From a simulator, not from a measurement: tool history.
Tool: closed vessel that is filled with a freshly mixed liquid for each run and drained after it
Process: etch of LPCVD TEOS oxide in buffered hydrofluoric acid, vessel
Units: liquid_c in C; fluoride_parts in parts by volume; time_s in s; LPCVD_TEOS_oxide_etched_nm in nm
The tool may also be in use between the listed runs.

| run | hour | liquid_c | fluoride_parts | time_s | LPCVD_TEOS_oxide_etched_nm |
|---|---|---|---|---|---|
| 1 | 0.0 | 20.0 | 14.0 | 100 | 324.63 |
| 2 | 7.0 | 21.5 | 13.5 | 100 | 369.00 |
| 3 | 14.7 | 22.5 | 13.0 | 100 | 410.19 |
| 4 | 16.0 | 23.5 | 12.5 | 100 | 441.49 |
| 5 | 21.8 | 25.0 | 12.5 | 100 | 477.24 |
| 6 | 28.0 | 25.5 | 12.0 | 100 | 516.61 |
| 7 | 36.4 | 26.0 | 12.0 | 100 | 536.16 |
| 8 | 45.0 | 26.5 | 12.0 | 100 | 544.64 |

Run 9 comes next. What will it give?
| 9 | 51.7 | 27.5 | 11.0 | 100 | ? |

LPCVD_TEOS_oxide_etched_nm: 625.49 nm
